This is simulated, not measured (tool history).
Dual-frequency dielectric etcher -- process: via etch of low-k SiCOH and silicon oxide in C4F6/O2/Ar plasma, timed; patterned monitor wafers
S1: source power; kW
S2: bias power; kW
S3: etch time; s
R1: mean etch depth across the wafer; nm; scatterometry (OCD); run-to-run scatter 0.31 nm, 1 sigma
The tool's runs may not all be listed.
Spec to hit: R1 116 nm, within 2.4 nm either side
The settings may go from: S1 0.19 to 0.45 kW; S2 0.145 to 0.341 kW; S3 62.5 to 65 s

run	hour	S1	S2	S3	R1
1	0	0.32	0.243	62.5	142.56
2	3.6	0.32	0.208	62.5	135.57
3	8.7	0.36	0.208	62.5	143.78
4	9.9	0.36	0.233	62.5	148.14
5	12.7	0.36	0.233	65	153.26
6	20	0.36	0.233	65	153.85
7	27	0.34	0.224	65	148.8
8	33.8	0.32	0.217	65	143.46
9	40.2	0.31	0.212	65	139.25
10	46.1	0.3	0.21	65	137.47
11	50.9	0.24	0.162	64	112.48

4 candidate next runs follow, results not yet known. Just one meets every target within its allowed miss. Identify it.
A	55.7	0.23	0.148	64.5	?
B	55.7	0.24	0.164	62.5	?
C	55.7	0.23	0.183	64.5	?
D	55.7	0.21	0.174	65	?

move	R1
A	108.89
B	110.9
C	115.7
D	109.8
A: lands further from the targets than the last run did
B: lands further from the targets than the last run did
C: all results in spec
D: lands further from the targets than the last run did
The move that meets every target is C.
